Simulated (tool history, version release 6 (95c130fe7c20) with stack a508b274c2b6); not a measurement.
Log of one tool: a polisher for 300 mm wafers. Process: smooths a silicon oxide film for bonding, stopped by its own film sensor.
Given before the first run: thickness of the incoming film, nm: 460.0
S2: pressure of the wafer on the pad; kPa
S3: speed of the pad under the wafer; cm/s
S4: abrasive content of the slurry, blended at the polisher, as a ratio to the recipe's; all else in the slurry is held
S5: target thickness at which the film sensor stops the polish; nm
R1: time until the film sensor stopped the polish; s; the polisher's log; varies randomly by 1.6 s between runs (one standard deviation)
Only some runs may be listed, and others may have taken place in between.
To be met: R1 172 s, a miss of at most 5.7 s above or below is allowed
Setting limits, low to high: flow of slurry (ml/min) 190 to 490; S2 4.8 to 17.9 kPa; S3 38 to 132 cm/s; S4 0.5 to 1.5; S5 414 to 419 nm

run 1 hour=0 | flow_of_slurry_(ml/min)=315 S2=11 S3=84 S4=1 S5=414 | R1=116.02
run 2 hour=3.4 | flow_of_slurry_(ml/min)=315 S2=11 S3=84 S4=1 S5=414 | R1=117.25
run 3 hour=4.4 | flow_of_slurry_(ml/min)=315 S2=10.3 S3=84 S4=1 S5=414 | R1=121.33
run 4 hour=11.3 | flow_of_slurry_(ml/min)=315 S2=10.3 S3=84 S4=0.85 S5=414 | R1=130.41
run 5 hour=13.1 | flow_of_slurry_(ml/min)=385 S2=10.3 S3=84 S4=0.85 S5=414 | R1=126.77
run 6 hour=19.5 | flow_of_slurry_(ml/min)=385 S2=10.3 S3=84 S4=1.05 S5=414 | R1=117.13
run 7 hour=25.9 | flow_of_slurry_(ml/min)=380 S2=9 S3=84 S4=1.05 S5=414 | R1=126.86
run 8 hour=31.9 | flow_of_slurry_(ml/min)=375 S2=7.6 S3=84 S4=1.05 S5=414 | R1=138.66
run 9 hour=37.4 | flow_of_slurry_(ml/min)=375 S2=6.9 S3=84 S4=1.05 S5=414 | R1=147.35
run 10 hour=40.3 | flow_of_slurry_(ml/min)=370 S2=6.2 S3=84 S4=1.05 S5=414 | R1=151.43
run 11 hour=40.9 | flow_of_slurry_(ml/min)=370 S2=5.5 S3=82 S4=1.05 S5=414 | R1=162.42

Below are 5 possible settings for the next run. Only one of them brings all results inside the allowed miss of their targets. Which is it?
run A hour=41.5 | flow_of_slurry_(ml/min)=420 S2=6.2 S3=78 S4=1.05 S5=416 | R1=?
run B hour=41.5 | flow_of_slurry_(ml/min)=420 S2=5.5 S3=86 S4=0.95 S5=417 | R1=?
run C hour=41.5 | flow_of_slurry_(ml/min)=375 S2=5.5 S3=70 S4=1.15 S5=416 | R1=?
run D hour=41.5 | flow_of_slurry_(ml/min)=355 S2=6.2 S3=80 S4=0.95 S5=416 | R1=?
run E hour=41.5 | flow_of_slurry_(ml/min)=410 S2=4.8 S3=84 S4=1.15 S5=417 | R1=?

move=A R1=152.63
move=B R1=151.68
move=C R1=170.25
move=D R1=157.9
move=E R1=151.02
A: moves away from the targets compared with the last run
B: moves away from the targets compared with the last run
C: every result within its allowed miss
D: moves away from the targets compared with the last run
E: moves away from the targets compared with the last run
Answer: C

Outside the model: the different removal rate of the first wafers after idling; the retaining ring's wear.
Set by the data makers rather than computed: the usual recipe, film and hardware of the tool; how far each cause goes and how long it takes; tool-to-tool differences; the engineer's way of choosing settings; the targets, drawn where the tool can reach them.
